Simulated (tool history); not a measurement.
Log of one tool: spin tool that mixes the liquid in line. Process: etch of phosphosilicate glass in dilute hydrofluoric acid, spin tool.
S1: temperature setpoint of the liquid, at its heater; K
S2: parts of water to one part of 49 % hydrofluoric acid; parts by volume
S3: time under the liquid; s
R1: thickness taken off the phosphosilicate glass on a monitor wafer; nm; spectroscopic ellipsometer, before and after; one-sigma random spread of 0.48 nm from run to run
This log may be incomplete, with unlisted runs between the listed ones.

run,day,S1,S2,S3,R1
1,0,297.15,190,55,32.791
2,0.262,298.65,190,55,34.837
3,0.433,299.65,180,55,38.087
4,0.562,300.65,170,55,42.202
5,0.621,300.65,220,55,31.384
6,0.742,301.15,205,55,34.94
7,0.879,301.65,195,55,37.713

Expected results for the next run?
8,0.979,302.15,185,55,?

For run 8 the tool returned R1 40.311 nm.
